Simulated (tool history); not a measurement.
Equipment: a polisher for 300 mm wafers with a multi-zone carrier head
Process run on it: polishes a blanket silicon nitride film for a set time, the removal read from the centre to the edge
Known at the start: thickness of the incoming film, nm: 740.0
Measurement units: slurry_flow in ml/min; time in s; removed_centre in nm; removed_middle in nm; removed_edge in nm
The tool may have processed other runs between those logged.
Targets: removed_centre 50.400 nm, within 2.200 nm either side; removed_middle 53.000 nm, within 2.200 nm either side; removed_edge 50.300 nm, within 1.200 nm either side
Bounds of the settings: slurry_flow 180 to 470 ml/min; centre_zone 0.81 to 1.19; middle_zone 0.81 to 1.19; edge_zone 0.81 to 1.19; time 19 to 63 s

| run | hour | slurry_flow | centre_zone | middle_zone | edge_zone | time | removed_centre | removed_middle | removed_edge |
|---|---|---|---|---|---|---|---|---|---|
| 1 | 0.0 | 300 | 1.00 | 1.00 | 1.00 | 41 | 70.222 | 67.454 | 69.470 |
| 2 | 0.5 | 295 | 0.98 | 1.00 | 0.97 | 39 | 64.229 | 65.022 | 64.924 |
| 3 | 6.6 | 295 | 0.98 | 0.99 | 0.94 | 37 | 58.602 | 60.390 | 60.637 |
| 4 | 9.3 | 295 | 0.98 | 0.99 | 1.00 | 37 | 61.861 | 61.065 | 62.413 |
| 5 | 14.6 | 295 | 0.99 | 0.99 | 0.97 | 36 | 59.618 | 59.051 | 60.362 |
| 6 | 20.3 | 295 | 0.99 | 0.99 | 0.93 | 36 | 59.862 | 59.785 | 59.628 |
| 7 | 25.9 | 295 | 0.99 | 0.99 | 0.91 | 35 | 58.459 | 57.670 | 56.998 |
| 8 | 31.8 | 290 | 0.98 | 0.99 | 0.89 | 34 | 56.391 | 55.923 | 54.074 |
| 9 | 35.9 | 280 | 0.96 | 0.98 | 0.88 | 34 | 54.027 | 55.288 | 54.432 |
| 10 | 43.1 | 270 | 0.95 | 1.00 | 0.81 | 31 | 47.280 | 51.345 | 47.518 |
| 11 | 49.1 | 280 | 0.95 | 1.00 | 0.82 | 31 | 49.039 | 52.179 | 47.888 |
| 12 | 51.6 | 285 | 0.95 | 1.00 | 0.83 | 31 | 48.523 | 51.739 | 48.041 |
| 13 | 53.8 | 285 | 0.95 | 1.00 | 0.84 | 31 | 48.262 | 50.489 | 48.533 |

Exercise: of the 4 proposed moves below, exactly one satisfies all targets within the stated allowed misses. Which move is it?
| A | 56.0 | 180 | 0.87 | 1.10 | 0.91 | 33 | ? | ? | ? |
| B | 56.0 | 330 | 0.86 | 1.10 | 0.81 | 30 | ? | ? | ? |
| C | 56.0 | 300 | 0.97 | 1.02 | 0.90 | 31 | ? | ? | ? |
| D | 56.0 | 330 | 0.88 | 0.94 | 0.86 | 31 | ? | ? | ? |

| move | removed_centre | removed_middle | removed_edge |
|---|---|---|---|
| A | 44.302 | 55.832 | 50.871 |
| B | 43.827 | 55.287 | 46.779 |
| C | 49.863 | 53.024 | 50.354 |
| D | 46.169 | 50.006 | 49.742 |
A: corrects the largest miss of the last run, while another result sits out of spec
B: its largest miss is bigger than the last run's
C: every result within its allowed miss
D: corrects the largest miss of the last run, while another result sits out of spec
Go with C: it meets all targets.
